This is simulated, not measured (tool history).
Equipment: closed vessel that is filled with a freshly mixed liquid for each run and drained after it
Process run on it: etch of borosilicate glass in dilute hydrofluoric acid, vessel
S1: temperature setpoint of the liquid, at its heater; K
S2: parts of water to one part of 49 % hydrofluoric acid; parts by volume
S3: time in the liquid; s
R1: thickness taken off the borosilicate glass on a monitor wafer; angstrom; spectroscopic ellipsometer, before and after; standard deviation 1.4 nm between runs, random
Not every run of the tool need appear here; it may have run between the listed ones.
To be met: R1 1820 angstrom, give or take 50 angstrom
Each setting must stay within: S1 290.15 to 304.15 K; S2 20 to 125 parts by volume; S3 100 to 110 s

{"run": 1, "hour": 0.0, "S1": 296.15, "S2": 70, "S3": 100, "R1": 603.51}
{"run": 2, "hour": 2.0, "S1": 298.15, "S2": 55, "S3": 100, "R1": 848.8}
{"run": 3, "hour": 8.6, "S1": 298.15, "S2": 35, "S3": 100, "R1": 1355.7}
{"run": 4, "hour": 10.9, "S1": 299.65, "S2": 35, "S3": 100, "R1": 1464.8}
{"run": 5, "hour": 13.9, "S1": 300.65, "S2": 35, "S3": 100, "R1": 1534.4}
{"run": 6, "hour": 22.7, "S1": 301.65, "S2": 35, "S3": 100, "R1": 1571.2}
{"run": 7, "hour": 26.9, "S1": 302.15, "S2": 35, "S3": 100, "R1": 1624.9}
{"run": 8, "hour": 31.7, "S1": 302.65, "S2": 35, "S3": 100, "R1": 1644.8}
{"run": 9, "hour": 36.1, "S1": 303.15, "S2": 35, "S3": 100, "R1": 1683.6}
{"run": 10, "hour": 43.2, "S1": 303.65, "S2": 35, "S3": 100, "R1": 1714.2}
{"run": 11, "hour": 46.9, "S1": 304.15, "S2": 35, "S3": 100, "R1": 1750.3}

Next run, 4 choices. One meets every target within its allowed miss, the rest don't. Which?
{"run": "A", "hour": 50.6, "S1": 303.65, "S2": 35, "S3": 100, "R1": "?"}
{"run": "B", "hour": 50.6, "S1": 304.15, "S2": 35, "S3": 105, "R1": "?"}
{"run": "C", "hour": 50.6, "S1": 302.65, "S2": 35, "S3": 105, "R1": "?"}
{"run": "D", "hour": 50.6, "S1": 303.15, "S2": 35, "S3": 100, "R1": "?"}

move=A R1=1705.6
move=B R1=1826.7
move=C R1=1720.9
move=D R1=1672
A: its largest miss is bigger than the last run's
B: meets every target
C: its largest miss is bigger than the last run's
D: its largest miss is bigger than the last run's
B meets every target.

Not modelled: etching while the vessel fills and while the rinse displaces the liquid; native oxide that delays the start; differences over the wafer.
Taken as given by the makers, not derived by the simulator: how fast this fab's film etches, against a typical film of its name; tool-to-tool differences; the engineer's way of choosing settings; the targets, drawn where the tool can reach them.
